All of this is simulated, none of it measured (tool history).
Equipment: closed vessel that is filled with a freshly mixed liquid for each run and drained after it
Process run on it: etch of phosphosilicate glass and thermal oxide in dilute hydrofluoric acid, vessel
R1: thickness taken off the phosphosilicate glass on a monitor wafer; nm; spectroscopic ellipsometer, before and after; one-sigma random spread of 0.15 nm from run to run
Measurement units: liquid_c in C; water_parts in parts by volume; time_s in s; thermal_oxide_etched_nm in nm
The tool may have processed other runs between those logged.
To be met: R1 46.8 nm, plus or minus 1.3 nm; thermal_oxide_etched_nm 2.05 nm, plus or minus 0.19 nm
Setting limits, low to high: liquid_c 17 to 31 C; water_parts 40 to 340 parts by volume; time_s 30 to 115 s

{"run": 1, "day": 0.0, "liquid_c": 23, "water_parts": 190, "time_s": 60, "R1": 33.18, "thermal_oxide_etched_nm": 1.4409}
{"run": 2, "day": 0.242, "liquid_c": 24, "water_parts": 190, "time_s": 60, "R1": 34.261, "thermal_oxide_etched_nm": 1.562}
{"run": 3, "day": 0.371, "liquid_c": 24, "water_parts": 235, "time_s": 60, "R1": 26.517, "thermal_oxide_etched_nm": 1.1094}
{"run": 4, "day": 0.725, "liquid_c": 24.5, "water_parts": 230, "time_s": 60, "R1": 27.609, "thermal_oxide_etched_nm": 1.181}
{"run": 5, "day": 0.912, "liquid_c": 21.5, "water_parts": 230, "time_s": 60, "R1": 24.77, "thermal_oxide_etched_nm": 1.1165}
{"run": 6, "day": 1.188, "liquid_c": 21.5, "water_parts": 230, "time_s": 85, "R1": 35.272, "thermal_oxide_etched_nm": 1.5874}
{"run": 7, "day": 1.429, "liquid_c": 22, "water_parts": 230, "time_s": 85, "R1": 35.624, "thermal_oxide_etched_nm": 1.5779}
{"run": 8, "day": 1.667, "liquid_c": 22, "water_parts": 230, "time_s": 85, "R1": 35.81, "thermal_oxide_etched_nm": 1.5765}
{"run": 9, "day": 1.896, "liquid_c": 22.5, "water_parts": 230, "time_s": 85, "R1": 36.477, "thermal_oxide_etched_nm": 1.5837}
{"run": 10, "day": 2.262, "liquid_c": 23, "water_parts": 225, "time_s": 85, "R1": 37.989, "thermal_oxide_etched_nm": 1.6833}
{"run": 11, "day": 2.362, "liquid_c": 23.5, "water_parts": 225, "time_s": 85, "R1": 38.938, "thermal_oxide_etched_nm": 1.7773}
{"run": 12, "day": 2.425, "liquid_c": 23.5, "water_parts": 225, "time_s": 85, "R1": 38.989, "thermal_oxide_etched_nm": 1.6862}
{"run": 13, "day": 2.617, "liquid_c": 24, "water_parts": 225, "time_s": 85, "R1": 39.495, "thermal_oxide_etched_nm": 1.6914}
{"run": 14, "day": 2.912, "liquid_c": 24, "water_parts": 220, "time_s": 85, "R1": 40.705, "thermal_oxide_etched_nm": 1.8391}

4 next moves are on the table. One of them brings every result within its allowed miss. Which?
{"run": "A", "day": 3.208, "liquid_c": 23.5, "water_parts": 205, "time_s": 75, "R1": "?", "thermal_oxide_etched_nm": "?"}
{"run": "B", "day": 3.208, "liquid_c": 20, "water_parts": 175, "time_s": 65, "R1": "?", "thermal_oxide_etched_nm": "?"}
{"run": "C", "day": 3.208, "liquid_c": 27, "water_parts": 270, "time_s": 115, "R1": "?", "thermal_oxide_etched_nm": "?"}
{"run": "D", "day": 3.208, "liquid_c": 30, "water_parts": 275, "time_s": 100, "R1": "?", "thermal_oxide_etched_nm": "?"}

move=A R1=38.505 thermal_oxide_etched_nm=1.6463
move=B R1=35.286 thermal_oxide_etched_nm=1.5087
move=C R1=47.383 thermal_oxide_etched_nm=2.0259
move=D R1=44.475 thermal_oxide_etched_nm=1.9016
A: moves away from the targets compared with the last run
B: moves away from the targets compared with the last run
C: hits every target within its allowed miss
D: better than the last run, though not everything is in spec
C meets every target.
